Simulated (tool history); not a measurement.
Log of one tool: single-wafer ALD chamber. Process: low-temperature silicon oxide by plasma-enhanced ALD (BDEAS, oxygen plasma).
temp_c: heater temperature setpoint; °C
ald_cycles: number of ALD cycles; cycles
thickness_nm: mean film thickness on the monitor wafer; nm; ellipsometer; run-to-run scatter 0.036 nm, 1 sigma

run	hour	temp_c	ald_cycles	thickness_nm
1	0.0	115	66	8.7018
2	2.4	115	62	8.1539
3	10.0	114	66	8.6706
4	10.8	113	69	9.1114
5	18.9	122	69	8.9807
6	21.0	127	69	8.9023
7	27.4	126	72	9.3306
8	36.3	126	74	9.5371
9	44.0	126	76	9.8902
10	52.9	126	77	9.9995

Run 11 comes next. What will it give?
11	57.7	126	78	?

thickness_nm: 10.1110 nm

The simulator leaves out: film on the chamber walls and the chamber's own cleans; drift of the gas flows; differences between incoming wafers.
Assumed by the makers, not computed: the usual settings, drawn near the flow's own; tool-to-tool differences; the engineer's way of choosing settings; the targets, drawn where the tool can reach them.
